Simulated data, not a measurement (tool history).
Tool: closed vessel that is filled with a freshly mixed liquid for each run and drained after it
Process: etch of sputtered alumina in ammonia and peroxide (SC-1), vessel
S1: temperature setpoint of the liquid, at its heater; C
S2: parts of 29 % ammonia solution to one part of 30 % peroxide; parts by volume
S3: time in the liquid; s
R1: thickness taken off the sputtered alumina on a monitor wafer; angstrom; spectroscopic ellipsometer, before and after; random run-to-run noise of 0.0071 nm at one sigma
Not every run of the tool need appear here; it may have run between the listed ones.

run	hour	S1	S2	S3	R1
1	0.0	61.0	0.40	30	25.300
2	3.3	61.0	0.40	30	25.441
3	9.4	55.0	0.40	30	18.649
4	11.2	61.5	0.40	30	26.119
5	17.9	61.5	0.25	30	24.691
6	21.3	65.5	0.25	30	30.843

Run 7, settings as shown, results not yet in. Your forecast:
7	24.7	61.0	0.25	30	?

For run 7 the tool returned R1 24.459 angstrom.
